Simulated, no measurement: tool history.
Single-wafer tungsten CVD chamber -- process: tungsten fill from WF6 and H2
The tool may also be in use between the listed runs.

run	hour	heater temperature setpoint (°C)	chamber pressure (Pa)	deposition time (s)	mean film thickness on the monitor wafer (angstrom)
1	0	400	4466	8.7	290.91
2	1.4	400	4973	8.7	308.95
3	6.2	395	4546	8.6	263.68
4	14.5	391	4293	8.6	236.64
5	19.8	388	4093	8.6	215.02
6	24.7	385	3986	8.6	200.39
7	30	383	3893	8.6	187.86
8	38.2	381	3853	8.6	180.7

Run 9 is up next; what results do you expect?
9	43.7	380	3800	8.6	?

{"run 9": {"mean film thickness on the monitor wafer (angstrom)": 175.65}}
